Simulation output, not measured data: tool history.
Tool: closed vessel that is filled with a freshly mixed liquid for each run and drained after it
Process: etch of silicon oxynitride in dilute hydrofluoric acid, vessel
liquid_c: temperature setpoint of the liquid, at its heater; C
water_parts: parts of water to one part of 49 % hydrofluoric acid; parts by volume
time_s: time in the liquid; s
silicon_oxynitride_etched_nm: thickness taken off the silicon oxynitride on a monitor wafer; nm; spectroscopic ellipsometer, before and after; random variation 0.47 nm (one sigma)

run	day	liquid_c	water_parts	time_s	silicon_oxynitride_etched_nm
1	0.000	23.0	145	1280	22.007
2	0.362	23.0	115	1280	29.051
3	0.667	23.0	115	1280	28.798
4	0.838	26.0	115	1280	32.930
5	0.962	28.5	115	1280	37.122
6	1.088	28.5	155	1280	26.421
7	1.233	29.0	140	1280	30.256

Run 8 comes next. What will it give?
8	1.358	29.5	125	1280	?

{"run 8": {"silicon_oxynitride_etched_nm": 35.272}}

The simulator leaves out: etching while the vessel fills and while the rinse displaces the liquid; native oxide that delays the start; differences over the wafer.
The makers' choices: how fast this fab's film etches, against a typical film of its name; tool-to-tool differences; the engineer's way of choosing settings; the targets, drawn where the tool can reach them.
